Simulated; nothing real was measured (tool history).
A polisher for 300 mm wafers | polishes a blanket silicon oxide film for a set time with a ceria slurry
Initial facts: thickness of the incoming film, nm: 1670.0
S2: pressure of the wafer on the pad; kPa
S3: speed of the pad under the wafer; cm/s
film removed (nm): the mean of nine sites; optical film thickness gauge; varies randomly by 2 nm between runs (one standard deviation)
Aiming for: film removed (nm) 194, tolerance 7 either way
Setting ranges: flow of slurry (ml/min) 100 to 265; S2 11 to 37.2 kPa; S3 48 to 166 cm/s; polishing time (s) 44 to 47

Run 1, day 0: flow of slurry (ml/min) 170, S2 24.1 kPa, S3 106 cm/s, polishing time (s) 44. Result: film removed (nm) 235.75.
Run 2, day 0.275: flow of slurry (ml/min) 170, S2 24.1 kPa, S3 106 cm/s, polishing time (s) 47. Result: film removed (nm) 252.48.
Run 3, day 0.55: flow of slurry (ml/min) 170, S2 24.1 kPa, S3 92 cm/s, polishing time (s) 47. Result: film removed (nm) 219.28.
Run 4, day 0.846: flow of slurry (ml/min) 170, S2 23.4 kPa, S3 92 cm/s, polishing time (s) 47. Result: film removed (nm) 216.49.
Run 5, day 1.067: flow of slurry (ml/min) 195, S2 23.4 kPa, S3 92 cm/s, polishing time (s) 47. Result: film removed (nm) 217.58.
Run 6, day 1.142: flow of slurry (ml/min) 195, S2 23.4 kPa, S3 92 cm/s, polishing time (s) 47. Result: film removed (nm) 223.02.
Run 7, day 1.208: flow of slurry (ml/min) 190, S2 23.4 kPa, S3 92 cm/s, polishing time (s) 47. Result: film removed (nm) 219.75.
Run 8, day 1.312: flow of slurry (ml/min) 185, S2 22.8 kPa, S3 92 cm/s, polishing time (s) 47. Result: film removed (nm) 213.62.
Run 9, day 1.592: flow of slurry (ml/min) 175, S2 21.4 kPa, S3 92 cm/s, polishing time (s) 47. Result: film removed (nm) 204.21.
At day 1.629: slurry nozzle cleaned.
Run 10, day 1.629: flow of slurry (ml/min) 175, S2 20 kPa, S3 92 cm/s, polishing time (s) 47. Result: film removed (nm) 210.07.
Run 11, day 1.842: flow of slurry (ml/min) 175, S2 20 kPa, S3 92 cm/s, polishing time (s) 47. Result: film removed (nm) 203.84.

Exercise: of the 5 proposed moves below, exactly one satisfies all targets within the stated allowed misses. Which move is it?
Run A, day 2.054: flow of slurry (ml/min) 225, S2 13.8 kPa, S3 98 cm/s, polishing time (s) 44. Result: film removed (nm) ?.
Run B, day 2.054: flow of slurry (ml/min) 185, S2 20 kPa, S3 90 cm/s, polishing time (s) 45. Result: film removed (nm) ?.
Run C, day 2.054: flow of slurry (ml/min) 195, S2 20.7 kPa, S3 80 cm/s, polishing time (s) 45. Result: film removed (nm) ?.
Run D, day 2.054: flow of slurry (ml/min) 110, S2 14.5 kPa, S3 110 cm/s, polishing time (s) 44. Result: film removed (nm) ?.
Run E, day 2.054: flow of slurry (ml/min) 155, S2 17.2 kPa, S3 88 cm/s, polishing time (s) 47. Result: film removed (nm) ?.

move  film removed (nm)
   A             174.56
   B             194.43
   C             178.96
   D             175.85
   E             178.42
A: the result that was furthest off in the last run now lies on the other side of its target
B: all results land within tolerance of their targets
C: the result that was furthest off in the last run now lies on the other side of its target
D: the result that was furthest off in the last run now lies on the other side of its target
E: the result that was furthest off in the last run now lies on the other side of its target
Move B is the one to make.
